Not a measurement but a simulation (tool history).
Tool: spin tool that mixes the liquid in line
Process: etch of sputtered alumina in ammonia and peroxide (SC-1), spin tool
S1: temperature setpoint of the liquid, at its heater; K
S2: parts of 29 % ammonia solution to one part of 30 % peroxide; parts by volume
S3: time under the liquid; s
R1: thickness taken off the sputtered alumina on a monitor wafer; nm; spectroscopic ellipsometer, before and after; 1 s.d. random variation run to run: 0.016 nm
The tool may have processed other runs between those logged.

run 1 hour=0.0 | S1=326.15 S2=0.60 S3=50 | R1=3.6604
run 2 hour=4.6 | S1=323.65 S2=0.60 S3=50 | R1=3.1942
run 3 hour=6.7 | S1=328.15 S2=0.60 S3=50 | R1=4.0694
run 4 hour=8.0 | S1=325.15 S2=0.60 S3=50 | R1=3.4314
run 5 hour=16.5 | S1=323.15 S2=0.60 S3=50 | R1=3.1024
run 6 hour=23.9 | S1=323.15 S2=0.45 S3=50 | R1=3.0419
run 7 hour=29.6 | S1=321.65 S2=0.45 S3=50 | R1=2.7716

The next listed run, before its measurement:
run 8 hour=30.9 | S1=317.15 S2=0.45 S3=50 | R1=?

Run 8 measured R1 2.1478 nm.
